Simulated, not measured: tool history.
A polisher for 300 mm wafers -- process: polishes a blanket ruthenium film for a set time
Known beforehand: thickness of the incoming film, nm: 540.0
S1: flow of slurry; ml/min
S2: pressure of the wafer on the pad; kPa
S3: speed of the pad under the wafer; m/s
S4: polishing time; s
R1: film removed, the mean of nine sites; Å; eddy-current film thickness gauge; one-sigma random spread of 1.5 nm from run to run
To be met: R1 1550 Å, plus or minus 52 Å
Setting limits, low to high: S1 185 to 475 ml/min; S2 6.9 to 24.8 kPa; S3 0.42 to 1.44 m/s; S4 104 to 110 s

run,day,S1,S2,S3,S4,R1
1,0,305,15.9,0.92,104,1329.9
2,0.25,265,15.9,0.92,104,1337.3
3,0.542,265,12.4,0.92,104,1009.9
4,0.6,265,13.8,0.92,104,1146.1
5,0.704,265,14.5,0.92,104,1209.3
6,1.067,265,16.5,0.92,104,1368
7,1.267,270,17.2,0.92,104,1446.9
8,1.571,270,17.9,0.92,104,1481

Exactly one of the 4 candidate moves below puts every result within its allowed miss. Which one?
A,1.875,265,17.9,0.82,106,?
B,1.875,225,17.9,0.8,110,?
C,1.875,335,17.2,0.86,105,?
D,1.875,250,18.6,0.92,106,?

move,R1
A,1344.4
B,1342.9
C,1363.3
D,1532
A: misses by more than the last run did
B: misses by more than the last run did
C: misses by more than the last run did
D: meets every target
Answer: D

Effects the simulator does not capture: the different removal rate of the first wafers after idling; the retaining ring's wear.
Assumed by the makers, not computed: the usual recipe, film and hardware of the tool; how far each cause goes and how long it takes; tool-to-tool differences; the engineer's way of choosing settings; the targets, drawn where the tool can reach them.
